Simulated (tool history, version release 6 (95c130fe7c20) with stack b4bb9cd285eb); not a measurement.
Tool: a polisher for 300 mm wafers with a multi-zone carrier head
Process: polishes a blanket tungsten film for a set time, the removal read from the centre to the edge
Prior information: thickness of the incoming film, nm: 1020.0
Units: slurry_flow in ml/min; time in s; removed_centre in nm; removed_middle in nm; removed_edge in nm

run	day	slurry_flow	centre_zone	middle_zone	edge_zone	slurry_solids	time	removed_centre	removed_middle	removed_edge
1	0	155	1	1	1	1	54	256.24	260.48	258.42
2	0.162	145	0.97	1	1	0.95	54	246.76	249.45	253.8
3	0.333	145	0.97	1	1	0.95	49	224.48	225.98	229.91
4	0.396	140	0.94	1.02	1.02	0.95	49	216.74	231.59	226.28
5	0.633	130	0.92	1.02	1.05	0.95	49	208.61	235.04	231.38
6	0.717	125	0.9	1.02	1.05	0.95	49	201.65	230.25	230.23
7	0.888	120	0.89	1.02	1.05	0.95	49	197.62	229.98	226.01
8	1.138	115	0.88	1.02	1.06	0.95	49	191.61	216.78	229.35

For run 9, what comes out?
9	1.179	115	0.87	1.03	1.06	0.95	49	?	?	?

removed_centre: 190.29 nm
removed_middle: 226.29 nm
removed_edge: 228.56 nm
